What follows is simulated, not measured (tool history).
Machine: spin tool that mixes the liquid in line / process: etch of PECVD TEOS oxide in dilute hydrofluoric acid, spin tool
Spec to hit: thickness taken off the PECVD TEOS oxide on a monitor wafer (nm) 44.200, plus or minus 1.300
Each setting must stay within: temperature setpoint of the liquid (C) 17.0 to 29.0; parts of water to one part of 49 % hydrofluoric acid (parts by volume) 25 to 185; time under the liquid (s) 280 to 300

run,hour,temperature setpoint of the liquid (C),parts of water to one part of 49 % hydrofluoric acid (parts by volume),time under the liquid (s),thickness taken off the PECVD TEOS oxide on a monitor wafer (nm)
1,0.0,21.0,105,280,18.423
2,1.1,22.0,100,280,20.554
3,7.6,20.0,100,280,19.079
4,10.9,18.0,100,280,17.386
5,17.7,19.5,95,280,19.195
6,23.2,20.5,90,280,21.292
7,27.2,24.5,50,280,48.466
8,28.2,23.5,50,280,45.910

Below are 4 possible settings for the next run. Only one of them brings all results inside the allowed miss of their targets. Which is it?
A,29.2,25.0,50,280,?
B,29.2,23.5,55,300,?
C,29.2,20.0,40,280,?
D,29.2,24.0,50,300,?

move,thickness taken off the PECVD TEOS oxide on a monitor wafer (nm)
A,49.084
B,44.660
C,50.426
D,50.478
A: misses by more than the last run did
B: each result inside its tolerance
C: misses by more than the last run did
D: misses by more than the last run did
Answer: B
